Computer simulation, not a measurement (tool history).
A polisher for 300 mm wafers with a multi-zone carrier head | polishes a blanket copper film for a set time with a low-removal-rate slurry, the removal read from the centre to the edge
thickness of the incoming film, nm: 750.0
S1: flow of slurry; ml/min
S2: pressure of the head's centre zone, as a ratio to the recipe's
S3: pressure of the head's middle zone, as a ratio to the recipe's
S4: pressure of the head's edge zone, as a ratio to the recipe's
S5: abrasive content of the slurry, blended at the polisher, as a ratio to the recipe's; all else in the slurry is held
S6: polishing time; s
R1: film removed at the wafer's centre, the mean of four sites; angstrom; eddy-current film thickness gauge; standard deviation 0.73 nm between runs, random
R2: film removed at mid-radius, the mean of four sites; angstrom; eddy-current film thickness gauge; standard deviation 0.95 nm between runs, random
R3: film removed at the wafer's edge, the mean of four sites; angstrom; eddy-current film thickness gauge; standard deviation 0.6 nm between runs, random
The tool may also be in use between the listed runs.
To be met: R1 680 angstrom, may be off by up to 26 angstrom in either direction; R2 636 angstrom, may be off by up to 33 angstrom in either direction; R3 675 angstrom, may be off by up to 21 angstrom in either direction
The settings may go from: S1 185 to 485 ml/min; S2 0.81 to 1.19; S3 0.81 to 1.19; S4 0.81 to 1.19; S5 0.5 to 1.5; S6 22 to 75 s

run,hour,S1,S2,S3,S4,S5,S6,R1,R2,R3
1,0,310,1,1,1,1,48,892.76,868.99,894.56
2,5.8,310,0.99,0.98,0.98,0.9,47,844.18,815.65,864.65
3,13.8,310,0.99,0.98,0.98,0.9,51,921.14,877.03,918.79
4,22.6,310,0.99,0.98,0.98,0.8,51,908.29,875.73,905.4
5,24.5,310,0.99,0.97,0.96,0.75,49,849.81,800.93,850.83
6,32.9,310,0.99,0.97,0.94,0.7,48,814.35,770.25,815.18
7,38.4,310,0.99,0.97,0.92,0.65,47,787.22,751.09,781.04
8,45.7,310,0.99,0.96,0.91,0.6,46,756.52,722.34,742.52
9,51.2,305,0.98,0.95,0.9,0.6,46,744.98,726.18,739.01
10,53.7,300,0.97,0.85,0.86,0.5,43,666.39,589.62,645.66
11,57.7,305,0.97,0.86,0.87,0.5,43,656.24,593.61,661.72

Of the 4 settings listed for the next run, only one would bring every result within its allowed miss of target. Which one?
A,61.7,260,0.97,0.82,0.93,0.5,41,?,?,?
B,61.7,245,1.14,0.83,0.81,0.65,40,?,?,?
C,61.7,270,0.97,0.9,0.86,0.55,44,?,?,?
D,61.7,250,1.14,0.97,0.81,0.6,41,?,?,?

move,R1,R2,R3
A,621.13,528.74,626.16
B,752.52,549.33,613.39
C,685.79,624.98,668.72
D,759.78,622.73,617.1
A: further off than the last run
B: further off than the last run
C: each result inside its tolerance
D: the furthest-off result lands on target, but another misses its tolerance
The move that meets every target is C.
